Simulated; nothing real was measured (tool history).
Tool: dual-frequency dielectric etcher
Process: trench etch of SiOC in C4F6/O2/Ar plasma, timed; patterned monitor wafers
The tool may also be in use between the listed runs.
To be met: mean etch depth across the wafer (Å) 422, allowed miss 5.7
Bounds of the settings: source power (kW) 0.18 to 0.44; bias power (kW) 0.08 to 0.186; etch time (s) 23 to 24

| run | hour | source power (kW) | bias power (kW) | etch time (s) | mean etch depth across the wafer (Å) |
|---|---|---|---|---|---|
| 1 | 0 | 0.31 | 0.133 | 23 | 375.17 |
| 2 | 4.2 | 0.33 | 0.134 | 23 | 379.31 |
| 3 | 8 | 0.35 | 0.136 | 23 | 387.34 |
| 4 | 9.1 | 0.31 | 0.136 | 23 | 377.44 |
| 5 | 16.8 | 0.31 | 0.136 | 23 | 376.68 |
| 6 | 18.5 | 0.28 | 0.136 | 23 | 363.76 |
| 7 | 26.9 | 0.3 | 0.137 | 23 | 370.94 |
| 8 | 30 | 0.36 | 0.144 | 23 | 398.41 |
| 9 | 35.3 | 0.37 | 0.145 | 23 | 402.95 |
| 10 | 36.7 | 0.38 | 0.146 | 23 | 405.34 |
| 11 | 38.4 | 0.39 | 0.147 | 23 | 410.02 |
| 12 | 46.6 | 0.4 | 0.147 | 23 | 412.41 |

Which of these 4 next moves meets every target?
| A | 54.8 | 0.36 | 0.137 | 24 | ? |
| B | 54.8 | 0.36 | 0.128 | 24 | ? |
| C | 54.8 | 0.39 | 0.131 | 23.5 | ? |
| D | 54.8 | 0.44 | 0.139 | 23 | ? |

| move | mean etch depth across the wafer (Å) |
|---|---|
| A | 410.7 |
| B | 404.12 |
| C | 407.86 |
| D | 420.6 |
A: further off than the last run
B: further off than the last run
C: further off than the last run
D: meets every target
Move D is the one to make.
